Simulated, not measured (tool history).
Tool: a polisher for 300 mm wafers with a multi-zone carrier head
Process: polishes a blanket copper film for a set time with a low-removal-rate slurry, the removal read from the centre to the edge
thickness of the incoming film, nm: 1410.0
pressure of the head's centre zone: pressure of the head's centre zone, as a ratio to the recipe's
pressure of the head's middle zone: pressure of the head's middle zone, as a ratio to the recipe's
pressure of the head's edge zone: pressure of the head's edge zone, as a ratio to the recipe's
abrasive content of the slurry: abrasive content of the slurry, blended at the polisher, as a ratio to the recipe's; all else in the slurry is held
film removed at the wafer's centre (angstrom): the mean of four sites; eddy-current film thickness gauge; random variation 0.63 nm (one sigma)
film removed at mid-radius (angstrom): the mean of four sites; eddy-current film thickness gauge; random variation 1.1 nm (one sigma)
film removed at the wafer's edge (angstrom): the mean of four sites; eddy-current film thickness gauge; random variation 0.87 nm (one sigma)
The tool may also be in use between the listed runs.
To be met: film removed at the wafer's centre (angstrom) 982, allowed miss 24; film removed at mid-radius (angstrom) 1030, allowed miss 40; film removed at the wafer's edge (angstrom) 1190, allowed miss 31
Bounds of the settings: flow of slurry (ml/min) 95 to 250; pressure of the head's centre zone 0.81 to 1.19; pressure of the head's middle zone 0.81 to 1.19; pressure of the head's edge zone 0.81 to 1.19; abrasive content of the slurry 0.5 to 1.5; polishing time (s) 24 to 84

run	day	flow of slurry (ml/min)	pressure of the head's centre zone	pressure of the head's middle zone	pressure of the head's edge zone	abrasive content of the slurry	polishing time (s)	film removed at the wafer's centre (angstrom)	film removed at mid-radius (angstrom)	film removed at the wafer's edge (angstrom)
1	0	160	1	1	1	1	54	1898.3	1896.1	1819.4
2	0.283	150	0.97	0.97	1	0.9	52	1715.4	1692.2	1683.8
3	0.342	150	0.97	0.97	1.08	0.9	52	1718.8	1748.9	1783.6
4	0.608	145	0.95	0.95	1.08	0.85	50	1592.1	1576.8	1675.9
5	0.646	140	0.93	0.95	1.08	0.8	48	1468.5	1545.2	1571
6	0.817	140	0.93	0.95	1.14	0.8	48	1470.4	1543.3	1623.1
7	1.042	135	0.91	0.93	1.14	0.75	47	1402.9	1423.5	1547.9
8	1.142	130	0.89	0.92	1.15	0.7	46	1320.4	1362.8	1506.5
9	1.475	130	0.89	0.92	1.15	0.7	46	1329.3	1358.8	1518.1
10	1.779	125	0.88	0.92	1.15	0.65	45	1250.2	1281.9	1455.9
11	1.996	120	0.87	0.92	1.13	0.65	44	1215.4	1257.8	1396.5
12	2.246	115	0.86	0.92	1.13	0.65	43	1148.9	1242.6	1358.1
13	2.342	110	0.85	0.91	1.12	0.65	43	1149.2	1224.3	1336.3
14	2.575	110	0.84	0.9	1.12	0.65	42	1110	1180.1	1313.6
15	2.929	100	0.82	0.88	1.12	0.55	41	1017.8	1082.2	1233.6
16	3.104	100	0.82	0.88	1.12	0.55	41	999.59	1064.2	1227.5
17	3.375	100	0.82	0.88	1.11	0.55	41	1013.8	1066.4	1228.2
18	3.542	100	0.82	0.88	1.11	0.55	41	1006.4	1072.8	1243.7
19	3.875	100	0.82	0.88	1.1	0.55	41	1009.5	1083.5	1222.7
20	3.95	100	0.82	0.87	1.1	0.55	41	1019.7	1034.1	1210.6
# day 4.15: edge zone pressure recalibrated
21	4.15	95	0.81	0.88	1.1	0.5	41	972.16	1048.1	1252.8
22	4.454	95	0.81	0.87	1.1	0.55	40	978.85	1010.2	1259.1
23	4.596	100	0.81	0.87	1.1	0.55	40	991.89	1028.4	1263.7

4 next moves are on the table. One of them brings every result within its allowed miss. Which?
A	4.738	95	0.93	0.91	1.1	0.55	38	?	?	?
B	4.738	100	0.85	0.89	1.06	0.75	36	?	?	?
C	4.738	135	0.81	0.86	1.1	0.65	38	?	?	?
D	4.738	130	0.83	0.83	1.1	0.5	39	?	?	?

move	film removed at the wafer's centre (angstrom)	film removed at mid-radius (angstrom)	film removed at the wafer's edge (angstrom)
A	1022.8	1012.5	1199.7
B	972.54	1010.5	1194.3
C	1009.9	1051.2	1286.1
D	995.63	989.51	1248.9
A: brings the result that was furthest off to its target, and leaves another outside
B: meets every target
C: further off than the last run
D: nearer than the last run, and not there yet
Move B is the one to make.
